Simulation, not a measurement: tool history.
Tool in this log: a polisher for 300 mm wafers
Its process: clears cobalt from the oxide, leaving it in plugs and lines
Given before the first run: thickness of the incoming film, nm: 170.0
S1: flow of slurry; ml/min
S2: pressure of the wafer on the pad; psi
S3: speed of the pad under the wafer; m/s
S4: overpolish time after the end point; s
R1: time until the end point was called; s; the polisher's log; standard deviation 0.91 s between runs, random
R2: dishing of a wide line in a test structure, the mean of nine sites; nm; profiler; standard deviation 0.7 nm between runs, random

run 1 hour=0.0 | S1=125 S2=1.6 S3=1.28 S4=22 | R1=32.710 R2=42.632
run 2 hour=3.0 | S1=120 S2=1.4 S3=1.14 S4=22 | R1=42.924 R2=39.386
run 3 hour=7.0 | S1=135 S2=1.4 S3=1.14 S4=22 | R1=40.440 R2=42.459
run 4 hour=15.5 | S1=135 S2=1.4 S3=1.14 S4=19 | R1=41.079 R2=38.708
run 5 hour=20.2 | S1=110 S2=1.4 S3=1.14 S4=19 | R1=42.492 R2=36.002
run 6 hour=21.4 | S1=110 S2=1.7 S3=1.14 S4=19 | R1=35.442 R2=39.184

Run 7 has not been measured yet. What should we expect?
run 7 hour=29.6 | S1=105 S2=1.5 S3=1.04 S4=20 | R1=? R2=?

R1: 43.663 s
R2: 36.214 nm

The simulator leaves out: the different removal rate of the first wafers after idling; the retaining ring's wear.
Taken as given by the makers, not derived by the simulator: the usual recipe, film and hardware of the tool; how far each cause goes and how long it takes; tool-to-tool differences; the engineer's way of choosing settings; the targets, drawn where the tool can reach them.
